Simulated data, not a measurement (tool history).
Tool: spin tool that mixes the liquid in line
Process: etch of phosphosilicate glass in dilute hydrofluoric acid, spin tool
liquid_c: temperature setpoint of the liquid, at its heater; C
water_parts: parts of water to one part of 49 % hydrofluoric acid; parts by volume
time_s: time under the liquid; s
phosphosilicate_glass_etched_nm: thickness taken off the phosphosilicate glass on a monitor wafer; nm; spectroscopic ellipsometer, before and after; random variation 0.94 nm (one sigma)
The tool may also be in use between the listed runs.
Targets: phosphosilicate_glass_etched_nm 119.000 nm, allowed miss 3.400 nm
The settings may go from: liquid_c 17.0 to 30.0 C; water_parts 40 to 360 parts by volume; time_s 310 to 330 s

run  hour  liquid_c  water_parts  time_s  phosphosilicate_glass_etched_nm
  1   0.0      22.0          200     310                           72.378
  2   2.3      24.5          200     310                           79.474
  3  10.2      25.5          190     310                           88.324
  4  16.4      25.5          190     330                           93.357
  5  24.8      25.5          190     310                           88.413
  6  32.3      26.5          185     310                           94.309
  7  37.1      27.5          180     310                          100.800
  8  42.5      28.0          175     310                          104.640
  9  50.4      28.5          170     310                          112.950
 10  58.6      28.5          170     310                          112.130

5 next moves are on the table. One of them brings every result within its allowed miss. Which?
  A  66.8      28.5          170     325                                ?
  B  66.8      27.0          185     315                                ?
  C  66.8      26.5          170     310                                ?
  D  66.8      28.5          185     320                                ?
  E  66.8      27.0          185     310                                ?

move  phosphosilicate_glass_etched_nm
   A                          119.010
   B                           98.627
   C                          105.560
   D                          105.730
   E                           97.061
A: meets every target
B: further off than the last run
C: further off than the last run
D: further off than the last run
E: further off than the last run
The right move is A.
